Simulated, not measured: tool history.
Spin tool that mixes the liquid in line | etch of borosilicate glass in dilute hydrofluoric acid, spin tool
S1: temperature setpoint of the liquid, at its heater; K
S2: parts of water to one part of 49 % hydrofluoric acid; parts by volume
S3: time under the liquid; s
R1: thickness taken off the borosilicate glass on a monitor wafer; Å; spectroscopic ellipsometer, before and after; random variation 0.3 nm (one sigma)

run,hour,S1,S2,S3,R1
1,0.0,294.15,95,90,233.68
2,7.8,294.15,95,90,228.26
3,10.0,296.65,90,90,274.23
4,11.9,294.15,90,90,245.08
5,15.4,296.65,85,90,289.18
6,21.9,298.15,85,90,302.99
7,28.9,299.15,80,90,341.32
8,37.3,300.15,80,90,356.77

The next listed run, before its measurement:
9,40.5,300.65,80,90,?

R1: 363.68 Å
